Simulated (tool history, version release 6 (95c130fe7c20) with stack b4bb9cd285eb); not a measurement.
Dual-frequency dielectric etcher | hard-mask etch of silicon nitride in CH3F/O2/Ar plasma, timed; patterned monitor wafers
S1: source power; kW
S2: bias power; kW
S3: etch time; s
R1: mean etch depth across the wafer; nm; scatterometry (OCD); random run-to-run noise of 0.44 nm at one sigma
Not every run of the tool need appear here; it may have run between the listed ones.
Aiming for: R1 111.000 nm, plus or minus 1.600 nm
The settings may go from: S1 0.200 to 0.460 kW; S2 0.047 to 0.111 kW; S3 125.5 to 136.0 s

| run | day | S1 | S2 | S3 | R1 |
|---|---|---|---|---|---|
| 1 | 0.000 | 0.330 | 0.079 | 136.0 | 94.054 |
| 2 | 0.038 | 0.330 | 0.079 | 136.0 | 94.113 |
| 3 | 0.333 | 0.330 | 0.079 | 125.5 | 87.479 |
| 4 | 0.517 | 0.270 | 0.079 | 125.5 | 81.135 |
| 5 | 0.596 | 0.300 | 0.082 | 125.5 | 86.265 |
| 6 | 0.679 | 0.330 | 0.084 | 125.5 | 89.860 |
| 7 | 0.858 | 0.350 | 0.086 | 125.5 | 92.623 |
| 8 | 1.212 | 0.370 | 0.088 | 125.5 | 95.365 |
| 9 | 1.275 | 0.380 | 0.090 | 125.5 | 96.774 |
| 10 | 1.433 | 0.390 | 0.092 | 126.0 | 99.209 |
| 11 | 1.662 | 0.400 | 0.094 | 126.0 | 101.590 |
| 12 | 1.912 | 0.410 | 0.095 | 126.0 | 103.820 |
| 13 | 2.242 | 0.460 | 0.097 | 126.0 | 108.350 |
| 14 | 2.292 | 0.460 | 0.098 | 126.0 | 108.280 |
| 15 | 2.546 | 0.460 | 0.099 | 126.0 | 109.740 |

Exercise: of the 5 proposed moves below, exactly one satisfies all targets within the stated allowed misses. Which move is it?
| A | 2.800 | 0.430 | 0.085 | 136.0 | ? |
| B | 2.800 | 0.440 | 0.096 | 132.0 | ? |
| C | 2.800 | 0.460 | 0.090 | 130.0 | ? |
| D | 2.800 | 0.400 | 0.099 | 128.5 | ? |
| E | 2.800 | 0.450 | 0.087 | 132.5 | ? |

| move | R1 |
|---|---|
| A | 107.910 |
| B | 111.540 |
| C | 108.460 |
| D | 106.380 |
| E | 108.010 |
A: moves away from the targets compared with the last run
B: each result inside its tolerance
C: moves away from the targets compared with the last run
D: moves away from the targets compared with the last run
E: moves away from the targets compared with the last run
So the answer is move B, the one that meets all the targets.
